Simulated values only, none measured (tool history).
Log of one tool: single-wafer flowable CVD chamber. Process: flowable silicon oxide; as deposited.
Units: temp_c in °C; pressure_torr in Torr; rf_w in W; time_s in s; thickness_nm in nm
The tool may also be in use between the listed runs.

run  hour  temp_c  pressure_torr  rf_w  time_s  thickness_nm
  1     0      90          0.578  2250     631        337.97
  2   2.8      95          0.577  2250     631        276.33
  3   5.6      95          0.577  2110     631        273.47
  4   7.2      95          0.577  1845     631        265.63
  5  13.4      89          0.577  1845     631        331.94
  6  16.4      89          0.664  1845     631        375.43
  7  17.3      95          0.663  1845     631        301.34

Forecast run 8:
  8  23.9      99          0.662  1845     631             ?

thickness_nm: 258.62 nm

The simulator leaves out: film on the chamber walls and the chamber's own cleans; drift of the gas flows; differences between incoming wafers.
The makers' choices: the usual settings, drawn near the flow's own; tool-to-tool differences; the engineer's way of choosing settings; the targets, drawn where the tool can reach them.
